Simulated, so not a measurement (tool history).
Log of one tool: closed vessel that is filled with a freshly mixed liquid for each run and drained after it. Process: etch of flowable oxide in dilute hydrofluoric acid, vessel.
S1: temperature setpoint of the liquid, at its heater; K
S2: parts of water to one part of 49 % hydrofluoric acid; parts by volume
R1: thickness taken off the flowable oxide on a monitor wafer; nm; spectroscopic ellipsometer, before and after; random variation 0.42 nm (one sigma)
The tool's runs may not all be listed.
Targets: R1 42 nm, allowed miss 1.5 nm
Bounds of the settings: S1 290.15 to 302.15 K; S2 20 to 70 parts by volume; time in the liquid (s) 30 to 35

Run 1, hour 0: S1 294.15 K, S2 40 parts by volume, time in the liquid (s) 35. Result: R1 49.061 nm.
Run 2, hour 3.4: S1 293.15 K, S2 40 parts by volume, time in the liquid (s) 35. Result: R1 47.207 nm.
Run 3, hour 7.2: S1 293.15 K, S2 30 parts by volume, time in the liquid (s) 35. Result: R1 63.066 nm.
Run 4, hour 9.7: S1 292.15 K, S2 35 parts by volume, time in the liquid (s) 35. Result: R1 51.954 nm.
Run 5, hour 17.9: S1 294.15 K, S2 35 parts by volume, time in the liquid (s) 35. Result: R1 56.837 nm.
Run 6, hour 23.2: S1 293.15 K, S2 35 parts by volume, time in the liquid (s) 35. Result: R1 53.681 nm.
Run 7, hour 26.2: S1 292.15 K, S2 35 parts by volume, time in the liquid (s) 35. Result: R1 50.905 nm.
Run 8, hour 30: S1 291.65 K, S2 35 parts by volume, time in the liquid (s) 35. Result: R1 51.621 nm.
Run 9, hour 37.8: S1 291.15 K, S2 35 parts by volume, time in the liquid (s) 35. Result: R1 49.08 nm.
Run 10, hour 41.5: S1 290.65 K, S2 35 parts by volume, time in the liquid (s) 35. Result: R1 49.349 nm.

Which of these 4 next moves meets every target?
Run A, hour 45.2: S1 292.15 K, S2 40 parts by volume, time in the liquid (s) 35. Result: R1 ?.
Run B, hour 45.2: S1 293.15 K, S2 35 parts by volume, time in the liquid (s) 30. Result: R1 ?.
Run C, hour 45.2: S1 290.65 K, S2 40 parts by volume, time in the liquid (s) 35. Result: R1 ?.
Run D, hour 45.2: S1 290.15 K, S2 35 parts by volume, time in the liquid (s) 35. Result: R1 ?.

move      R1
   A  45.099
   B  46.397
   C   42.26
   D  47.518
A: nearer than the last run, and not there yet
B: nearer than the last run, and not there yet
C: meets every target
D: nearer than the last run, and not there yet
Move C is the one to make.

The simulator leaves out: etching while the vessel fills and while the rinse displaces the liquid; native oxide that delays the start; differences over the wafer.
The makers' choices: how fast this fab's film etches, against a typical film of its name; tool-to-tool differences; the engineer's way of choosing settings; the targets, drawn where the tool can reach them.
